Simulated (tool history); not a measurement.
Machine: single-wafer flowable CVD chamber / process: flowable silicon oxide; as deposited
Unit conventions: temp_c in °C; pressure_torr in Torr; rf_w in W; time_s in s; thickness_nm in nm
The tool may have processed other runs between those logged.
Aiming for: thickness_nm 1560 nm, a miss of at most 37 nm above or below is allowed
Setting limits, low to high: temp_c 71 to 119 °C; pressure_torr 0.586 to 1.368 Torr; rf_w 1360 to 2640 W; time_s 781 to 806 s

run  hour  temp_c  pressure_torr  rf_w  time_s  thickness_nm
  1     0      95          0.977  2000     781        707.64
  2   3.6      89          0.977  2000     781        883.82
  3  10.6      84          0.978  2000     781        1048.5
  4  17.8      84          0.833  2000     781        893.27
  5  21.8      80          0.861  2005     781        1056.1
  6  27.8      80          0.861  2265     781        1073.2
  7  35.1      77          0.878  2270     781        1188.2
  8  40.5      75          0.899  2270     782          1276

Which single option among these 4 for the next run brings every result within its allowed miss of target? Just one does.
  A  45.9      72          0.904  2455     806             ?
  B  45.9      71          0.939  2320     800             ?
  C  45.9      73          1.004  2250     806             ?
  D  45.9      72          1.049  2120     802             ?

move  thickness_nm
   A        1436.6
   B        1501.9
   C        1541.3
   D        1622.7
A: nearer the targets than the last run, but a result is still out of spec
B: nearer the targets than the last run, but a result is still out of spec
C: hits every target within its allowed miss
D: moves the result that the last run missed by most past its target, out the other side
So the answer is move C, the one that meets all the targets.
